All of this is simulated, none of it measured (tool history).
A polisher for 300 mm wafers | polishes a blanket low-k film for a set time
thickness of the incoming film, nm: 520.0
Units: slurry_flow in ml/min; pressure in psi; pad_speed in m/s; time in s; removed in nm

run	hour	slurry_flow	pressure	pad_speed	slurry_solids	time	removed
1	0.0	195	1.4	0.86	1.0	50	10.8750
2	3.4	195	1.4	0.86	1.0	45	9.5017
3	8.3	195	1.4	0.86	1.0	50	10.6800
4	16.6	200	1.5	0.86	1.0	50	11.4340
5	23.8	200	1.5	1.04	1.0	50	13.0160
6	25.4	200	1.3	1.04	1.0	50	11.4560
7	28.3	205	1.4	1.04	1.0	50	12.1940

Run 8 comes next. What will it give?
8	32.8	215	1.8	1.04	1.0	50	?

Run 8 gave removed 15.8870 nm.
